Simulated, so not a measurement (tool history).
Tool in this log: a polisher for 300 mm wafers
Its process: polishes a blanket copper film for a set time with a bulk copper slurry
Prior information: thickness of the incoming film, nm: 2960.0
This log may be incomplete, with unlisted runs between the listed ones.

| run | hour | flow of slurry (ml/min) | pressure of the wafer on the pad (psi) | speed of the pad under the wafer (m/s) | abrasive content of the slurry | polishing time (s) | film removed (angstrom) |
|---|---|---|---|---|---|---|---|
| 1 | 0.0 | 155 | 3.3 | 1.22 | 1.00 | 43 | 5162.0 |
| 2 | 1.3 | 155 | 2.8 | 1.20 | 1.00 | 43 | 4281.3 |
| 3 | 5.9 | 155 | 2.8 | 1.20 | 0.85 | 43 | 4227.6 |
| 4 | 10.7 | 155 | 2.8 | 1.46 | 0.85 | 43 | 4962.5 |
| 5 | 13.8 | 155 | 2.8 | 1.36 | 0.85 | 43 | 4745.7 |
| 6 | 14.8 | 155 | 2.8 | 1.36 | 0.85 | 43 | 4637.6 |
| 7 | 19.8 | 155 | 2.4 | 1.36 | 0.85 | 43 | 4126.9 |
| 8 | 28.8 | 155 | 2.1 | 1.36 | 0.85 | 43 | 3555.2 |

What does the tool deliver on the next run?
| 9 | 31.9 | 155 | 2.0 | 1.36 | 0.85 | 43 | ? |

{"run 9": {"film removed (angstrom)": 3423.7}}
